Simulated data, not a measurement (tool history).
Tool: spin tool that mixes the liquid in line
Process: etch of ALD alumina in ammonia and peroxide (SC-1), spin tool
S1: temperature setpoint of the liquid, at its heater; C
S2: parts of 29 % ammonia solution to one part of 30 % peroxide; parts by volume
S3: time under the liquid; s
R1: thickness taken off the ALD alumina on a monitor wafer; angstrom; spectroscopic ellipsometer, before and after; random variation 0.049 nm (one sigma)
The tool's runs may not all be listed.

run  hour    S1    S2   S3      R1
  1     0    52   0.7  265  180.74
  2   7.6    52  0.95  265  183.95
  3   8.8  56.5  0.95  265  233.48
  4  10.8  54.5  0.95  265  212.24
  5  16.6    53  0.95  265  196.08
  6  25.1  51.5  0.95  265  179.71

Forecast run 7:
  7  28.5  50.5  0.95  265   ?

R1: 171.3 angstrom
